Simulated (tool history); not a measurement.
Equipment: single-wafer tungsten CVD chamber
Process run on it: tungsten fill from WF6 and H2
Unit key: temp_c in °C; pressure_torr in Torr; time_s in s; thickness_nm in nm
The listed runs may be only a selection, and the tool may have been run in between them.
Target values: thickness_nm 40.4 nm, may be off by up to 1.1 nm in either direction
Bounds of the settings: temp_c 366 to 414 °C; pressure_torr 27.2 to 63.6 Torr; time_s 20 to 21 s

run  hour  temp_c  pressure_torr  time_s  thickness_nm
  1     0     390           45.4      21        65.678
  2   8.5     390           45.4      21        65.472
  3  14.5     387             45      21        61.348
  4  17.9     393             45      21        70.099
  5  25.3     388             45      21        62.814
  6  32.5     388           52.4      21        65.338
  7  37.1     385             52      21        60.724
  8  43.8     373           49.7    20.9          45.3
  9  48.8     372           49.7    20.9        44.309
 10    55     370           49.5    20.9        41.759
 11    59     370           49.5    20.9        42.321

Of the 5 settings listed for the next run, only one would bring every result within its allowed miss of target. Which one?
  A    63     368           54.6    20.5             ?
  B    63     367             55      20             ?
  C    63     371           55.2    20.8             ?
  D    63     373             50    20.8             ?
  E    63     372             51      20             ?

move  thickness_nm
   A        40.497
   B        38.624
   C        44.378
   D        45.218
   E        42.686
A: each result inside its tolerance
B: moves the result that the last run missed by most past its target, out the other side
C: lands further from the targets than the last run did
D: lands further from the targets than the last run did
E: lands further from the targets than the last run did
A meets every target.
